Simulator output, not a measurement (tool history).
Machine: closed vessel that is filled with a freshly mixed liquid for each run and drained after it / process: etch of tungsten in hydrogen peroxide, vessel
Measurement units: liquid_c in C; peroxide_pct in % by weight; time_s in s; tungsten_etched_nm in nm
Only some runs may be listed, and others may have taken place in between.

run    day  liquid_c  peroxide_pct  time_s  tungsten_etched_nm
  1      0        51          20.5     105              144.91
  2  0.388        51          20.5     110               151.2
  3  0.475        47          20.5     110              118.88
  4  0.533      48.5          20.5     110              130.81
  5  0.604      48.5          20.5     110              128.63
  6  0.888      48.5          20.5     105              123.48
  7  1.021        50          20.5     105              137.79
  8  1.217        51          20.5     105               146.2
  9  1.379        51          20.5     105              145.21
 10   1.75        52          20.5     105              154.17

What will run 11 give?
 11  1.967        58          20.5     105                   ?

{"run 11": {"tungsten_etched_nm": 219.54}}

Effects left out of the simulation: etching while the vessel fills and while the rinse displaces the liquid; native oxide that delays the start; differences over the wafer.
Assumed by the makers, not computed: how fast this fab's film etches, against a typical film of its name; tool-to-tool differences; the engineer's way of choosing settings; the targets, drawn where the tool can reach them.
